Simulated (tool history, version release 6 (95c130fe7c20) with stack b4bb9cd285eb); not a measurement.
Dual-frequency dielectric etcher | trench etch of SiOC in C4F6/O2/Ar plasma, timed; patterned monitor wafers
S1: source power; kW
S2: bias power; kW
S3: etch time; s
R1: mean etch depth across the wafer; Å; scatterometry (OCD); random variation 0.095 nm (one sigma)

| run | day | S1 | S2 | S3 | R1 |
|---|---|---|---|---|---|
| 1 | 0 | 0.35 | 0.189 | 21 | 375 |
| 2 | 0.158 | 0.35 | 0.189 | 21 | 377.59 |
| 3 | 0.183 | 0.35 | 0.189 | 21 | 375.82 |
| 4 | 0.292 | 0.35 | 0.208 | 21 | 387.86 |
| 5 | 0.55 | 0.33 | 0.199 | 21 | 374.5 |
| 6 | 0.762 | 0.31 | 0.191 | 21 | 359.43 |

Forecast run 7:
| 7 | 1.008 | 0.29 | 0.187 | 21 | ? |

R1: 347.15 Å

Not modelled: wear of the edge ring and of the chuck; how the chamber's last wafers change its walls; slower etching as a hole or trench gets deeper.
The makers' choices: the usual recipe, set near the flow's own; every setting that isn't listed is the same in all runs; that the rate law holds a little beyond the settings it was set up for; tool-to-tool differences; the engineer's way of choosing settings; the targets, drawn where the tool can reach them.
